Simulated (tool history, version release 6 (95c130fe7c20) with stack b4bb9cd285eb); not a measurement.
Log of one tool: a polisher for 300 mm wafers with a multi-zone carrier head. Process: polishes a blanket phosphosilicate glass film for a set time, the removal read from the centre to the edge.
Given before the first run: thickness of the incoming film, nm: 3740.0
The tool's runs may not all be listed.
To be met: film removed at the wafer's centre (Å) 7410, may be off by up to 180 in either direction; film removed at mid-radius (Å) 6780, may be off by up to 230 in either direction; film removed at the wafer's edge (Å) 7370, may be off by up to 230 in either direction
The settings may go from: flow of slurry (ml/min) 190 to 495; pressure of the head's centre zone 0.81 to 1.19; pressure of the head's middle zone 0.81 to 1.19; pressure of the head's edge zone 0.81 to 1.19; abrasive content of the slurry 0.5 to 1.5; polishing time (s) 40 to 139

run  hour  flow of slurry (ml/min)  pressure of the head's centre zone  pressure of the head's middle zone  pressure of the head's edge zone  abrasive content of the slurry  polishing time (s)  film removed at the wafer's centre (Å)  film removed at mid-radius (Å)  film removed at the wafer's edge (Å)
  1     0                      320                                   1                                   1                                 1                               1                  89                                  5459.3                          5596.2                                5452.6
  2   2.6                      320                                0.94                                   1                                 1                               1                  89                                  5231.5                          5591.2                                  5427
  3  10.8                      325                                0.96                                   1                              1.02                            1.05                  89                                  5369.6                          5693.2                                5648.5
  4  13.4                      330                                0.99                                   1                              1.03                             1.1                  89                                  5600.8                          5786.8                                5729.6
  5  22.1                      330                                0.99                                   1                              1.03                            1.25                  89                                  5911.9                          6041.6                                6031.6
  6    30                      330                                0.99                                   1                              1.03                             1.1                  89                                  5624.4                          5843.5                                5712.6
  7    32                      325                                   1                                0.99                              1.04                            1.15                  90                                  5819.2                          5862.7                                5881.1
  8  39.8                      330                                1.01                                0.99                              1.05                             1.2                  91                                  6015.9                          6051.3                                6034.9
  9  47.2                      330                                1.01                                0.98                              1.06                            1.25                  92                                    6219                          6145.1                                6227.2
 10  53.9                      330                                1.01                                0.98                              1.07                             1.3                  93                                  6339.1                          6278.6                                6548.3
 11    60                      335                                1.02                                0.98                              1.08                             1.3                  93                                  6419.2                          6305.1                                6473.9
 12  67.7                      335                                1.02                                0.98                              1.09                             1.3                  94                                  6476.1                          6289.7                                6607.4
 13  75.8                      335                                1.03                                0.98                               1.1                             1.3                  94                                  6633.5                          6418.5                                6638.2
 14  81.1                      335                                1.03                                0.98                              1.11                             1.3                  94                                  6543.7                          6429.3                                6616.4
 15  89.9                      370                                 1.1                                0.95                              1.19                            1.45                  94                                  7342.9                          6489.2                                7155.1

Consider the 4 candidate settings below. Which is the only one whose results all fall within their allowed miss of target?
  A  98.7                      350                                1.14                                0.96                              1.13                             1.2                  97                                       ?                               ?                                     ?
  B  98.7                      395                                1.03                                0.84                              1.19                            1.35                 104                                       ?                               ?                                     ?
  C  98.7                      350                                1.09                                0.91                              1.19                            1.35                  98                                       ?                               ?                                     ?
  D  98.7                      450                                1.03                                0.92                              1.08                             1.5                  98                                       ?                               ?                                     ?

move  film removed at the wafer's centre (Å)  film removed at mid-radius (Å)  film removed at the wafer's edge (Å)
   A                                  7354.8                          6269.1                                6836.4
   B                                    7476                          6319.9                                7898.9
   C                                  7378.4                          6295.6                                7377.9
   D                                    7364                            6702                                7367.9
A: further off than the last run
B: further off than the last run
C: further off than the last run
D: meets every target
Go with D: it meets all targets.
